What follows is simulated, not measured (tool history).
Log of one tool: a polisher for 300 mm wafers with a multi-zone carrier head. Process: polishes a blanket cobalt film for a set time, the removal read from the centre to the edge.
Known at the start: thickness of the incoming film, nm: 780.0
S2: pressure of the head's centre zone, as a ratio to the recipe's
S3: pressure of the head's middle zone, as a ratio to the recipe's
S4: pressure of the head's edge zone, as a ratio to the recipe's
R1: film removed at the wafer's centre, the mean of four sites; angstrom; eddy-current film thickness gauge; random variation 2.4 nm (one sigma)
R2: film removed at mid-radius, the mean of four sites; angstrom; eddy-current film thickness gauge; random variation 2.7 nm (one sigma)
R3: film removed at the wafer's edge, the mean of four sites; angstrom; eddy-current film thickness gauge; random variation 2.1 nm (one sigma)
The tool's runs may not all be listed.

Run 1, hour 0: flow of slurry (ml/min) 220, S2 1, S3 1, S4 1, polishing time (s) 61. Result: R1 3316.3 angstrom, R2 3358.6 angstrom, R3 3152.1 angstrom.
Run 2, hour 8.2: flow of slurry (ml/min) 170, S2 1, S3 1, S4 1, polishing time (s) 61. Result: R1 3130.6 angstrom, R2 3206.3 angstrom, R3 3061.7 angstrom.
Run 3, hour 16.3: flow of slurry (ml/min) 170, S2 1, S3 1, S4 0.97, polishing time (s) 61. Result: R1 3173 angstrom, R2 3224.9 angstrom, R3 3088.9 angstrom.
Run 4, hour 23: flow of slurry (ml/min) 165, S2 0.99, S3 1.01, S4 0.97, polishing time (s) 61. Result: R1 3105.2 angstrom, R2 3210.7 angstrom, R3 3038.6 angstrom.
Run 5, hour 29.2: flow of slurry (ml/min) 165, S2 0.99, S3 0.94, S4 0.97, polishing time (s) 61. Result: R1 3095.2 angstrom, R2 3011.3 angstrom, R3 3070.8 angstrom.
Run 6, hour 34.5: flow of slurry (ml/min) 165, S2 0.98, S3 0.95, S4 0.98, polishing time (s) 61. Result: R1 3083 angstrom, R2 3050.3 angstrom, R3 3081.5 angstrom.

Forecast run 7:
Run 7, hour 41.4: flow of slurry (ml/min) 165, S2 0.97, S3 0.96, S4 0.98, polishing time (s) 61. Result: R1 ?, R2 ?, R3 ?.

{"run 7": {"R1": 3027, "R2": 3096, "R3": 3064.8}}
